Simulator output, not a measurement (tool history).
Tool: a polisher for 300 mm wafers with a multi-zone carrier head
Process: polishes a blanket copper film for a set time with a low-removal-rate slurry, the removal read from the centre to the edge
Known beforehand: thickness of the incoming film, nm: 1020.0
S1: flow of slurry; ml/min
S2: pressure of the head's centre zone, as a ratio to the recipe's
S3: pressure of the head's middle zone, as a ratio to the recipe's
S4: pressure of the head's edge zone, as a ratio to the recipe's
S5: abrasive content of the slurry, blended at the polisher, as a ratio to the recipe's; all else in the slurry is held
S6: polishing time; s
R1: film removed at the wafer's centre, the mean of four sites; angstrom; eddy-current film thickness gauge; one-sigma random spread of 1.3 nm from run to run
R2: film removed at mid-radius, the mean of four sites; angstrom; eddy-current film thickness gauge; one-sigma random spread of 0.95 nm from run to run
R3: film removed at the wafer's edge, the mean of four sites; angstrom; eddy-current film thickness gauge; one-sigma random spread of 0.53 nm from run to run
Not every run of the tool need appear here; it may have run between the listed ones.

run 1 hour=0.0 | S1=155 S2=1.00 S3=1.00 S4=1.00 S5=1.00 S6=73 | R1=1018.60 R2=1024.10 R3=1048.70
run 2 hour=7.8 | S1=125 S2=1.00 S3=1.00 S4=1.00 S5=1.00 S6=73 | R1=1005.90 R2=1005.60 R3=1019.10
run 3 hour=10.1 | S1=125 S2=1.00 S3=1.00 S4=1.00 S5=1.00 S6=60 | R1=819.59 R2=820.69 R3=835.17
run 4 hour=18.8 | S1=125 S2=1.00 S3=1.00 S4=1.00 S5=1.00 S6=68 | R1=905.66 R2=927.44 R3=953.30
run 5 hour=26.0 | S1=125 S2=1.02 S3=0.98 S4=0.97 S5=0.95 S6=68 | R1=917.02 R2=892.29 R3=931.14
run 6 hour=30.2 | S1=125 S2=1.02 S3=0.90 S4=0.97 S5=0.95 S6=68 | R1=943.68 R2=827.88 R3=925.71
run 7 hour=34.8 | S1=125 S2=1.04 S3=0.91 S4=0.94 S5=0.90 S6=68 | R1=904.07 R2=844.10 R3=904.56
run 8 hour=40.3 | S1=125 S2=1.07 S3=0.90 S4=0.91 S5=0.90 S6=67 | R1=953.14 R2=840.66 R3=875.89

Run 9, settings as shown, results not yet in. Your forecast:
run 9 hour=41.3 | S1=125 S2=1.07 S3=0.90 S4=0.91 S5=0.90 S6=67 | R1=? R2=? R3=?

R1: 923.59 angstrom
R2: 809.83 angstrom
R3: 875.75 angstrom
